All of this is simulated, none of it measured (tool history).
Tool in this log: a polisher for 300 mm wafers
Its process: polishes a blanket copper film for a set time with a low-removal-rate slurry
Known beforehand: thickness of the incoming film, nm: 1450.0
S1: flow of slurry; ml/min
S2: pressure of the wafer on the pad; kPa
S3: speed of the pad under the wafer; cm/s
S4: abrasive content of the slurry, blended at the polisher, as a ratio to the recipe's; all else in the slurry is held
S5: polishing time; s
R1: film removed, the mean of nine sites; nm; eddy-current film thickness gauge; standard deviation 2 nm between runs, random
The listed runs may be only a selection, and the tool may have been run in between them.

| run | hour | S1 | S2 | S3 | S4 | S5 | R1 |
|---|---|---|---|---|---|---|---|
| 1 | 0 | 165 | 11.7 | 96 | 1 | 53 | 103.24 |
| 2 | 2.4 | 165 | 11.7 | 96 | 1 | 53 | 100.02 |
| 3 | 3.3 | 165 | 13.1 | 96 | 1 | 53 | 109.4 |
| 4 | 8.5 | 165 | 13.1 | 96 | 1 | 56 | 120.22 |
| 5 | 10.5 | 165 | 13.1 | 84 | 1 | 56 | 103.61 |
| 6 | 12.1 | 165 | 11 | 84 | 1 | 56 | 87.781 |
| 7 | 20.6 | 165 | 11.7 | 84 | 1 | 56 | 94.318 |
| 8 | 28.7 | 165 | 12.4 | 84 | 1 | 56 | 99.24 |

Predict the results of run 9:
| 9 | 30.8 | 165 | 13.1 | 84 | 1 | 56 | ? |

{"run 9": {"R1": 100.51}}

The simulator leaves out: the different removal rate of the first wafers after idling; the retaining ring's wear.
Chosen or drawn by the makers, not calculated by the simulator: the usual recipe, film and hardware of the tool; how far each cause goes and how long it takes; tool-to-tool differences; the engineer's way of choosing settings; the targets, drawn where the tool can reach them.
